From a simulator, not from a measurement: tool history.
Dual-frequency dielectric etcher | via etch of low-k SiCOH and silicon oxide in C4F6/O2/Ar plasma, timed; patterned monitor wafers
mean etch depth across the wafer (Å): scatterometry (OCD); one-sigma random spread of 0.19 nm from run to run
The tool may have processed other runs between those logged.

run,hour,source power (kW),bias power (kW),etch time (s),mean etch depth across the wafer (Å)
1,0,0.35,0.185,19,445.73
2,0.9,0.39,0.185,19,460.69
3,6.5,0.39,0.185,17,416.53
4,8.8,0.39,0.185,17,412.2
5,14.9,0.38,0.182,17,407.92
6,15.7,0.38,0.182,19,453.69
7,20.7,0.36,0.175,19,436.65

What will run 8 give?
8,29.7,0.29,0.165,19,?

Run 8 yielded mean etch depth across the wafer (Å) 399.73.
